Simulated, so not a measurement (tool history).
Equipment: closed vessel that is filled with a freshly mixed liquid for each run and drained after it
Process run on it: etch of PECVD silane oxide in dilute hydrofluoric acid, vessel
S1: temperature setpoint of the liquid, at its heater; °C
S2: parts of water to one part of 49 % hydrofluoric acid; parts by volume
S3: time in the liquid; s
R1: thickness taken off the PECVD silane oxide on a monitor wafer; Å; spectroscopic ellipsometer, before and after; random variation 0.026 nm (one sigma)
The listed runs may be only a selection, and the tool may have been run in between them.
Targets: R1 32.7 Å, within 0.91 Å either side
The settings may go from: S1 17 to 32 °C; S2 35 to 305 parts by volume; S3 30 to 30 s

run 1 hour=0 | S1=24 S2=170 S3=30 | R1=50.049
run 2 hour=8.6 | S1=24 S2=135 S3=30 | R1=65.753
run 3 hour=15.6 | S1=24 S2=80 S3=30 | R1=118.54
run 4 hour=19.7 | S1=26.5 S2=80 S3=30 | R1=131.66
run 5 hour=28 | S1=25.5 S2=90 S3=30 | R1=111.24
run 6 hour=29.3 | S1=25.5 S2=90 S3=30 | R1=110.94
run 7 hour=36.9 | S1=24.5 S2=100 S3=30 | R1=93.313
run 8 hour=39.4 | S1=23.5 S2=105 S3=30 | R1=86.143
run 9 hour=47.9 | S1=23 S2=110 S3=30 | R1=79.155
run 10 hour=55 | S1=22.5 S2=115 S3=30 | R1=74.534
run 11 hour=56.6 | S1=18.5 S2=185 S3=30 | R1=36.707
run 12 hour=61.1 | S1=18.5 S2=185 S3=30 | R1=36.342

Pick the move, out of 4, that brings all results within their allowed miss; only one does.
run A hour=65.6 | S1=19 S2=170 S3=30 | R1=?
run B hour=65.6 | S1=18 S2=170 S3=30 | R1=?
run C hour=65.6 | S1=20.5 S2=180 S3=30 | R1=?
run D hour=65.6 | S1=17.5 S2=195 S3=30 | R1=?

move=A R1=41.71
move=B R1=40.078
move=C R1=41.368
move=D R1=33.445
A: its largest miss is bigger than the last run's
B: its largest miss is bigger than the last run's
C: its largest miss is bigger than the last run's
D: every result within its allowed miss
Move D is the one to make.

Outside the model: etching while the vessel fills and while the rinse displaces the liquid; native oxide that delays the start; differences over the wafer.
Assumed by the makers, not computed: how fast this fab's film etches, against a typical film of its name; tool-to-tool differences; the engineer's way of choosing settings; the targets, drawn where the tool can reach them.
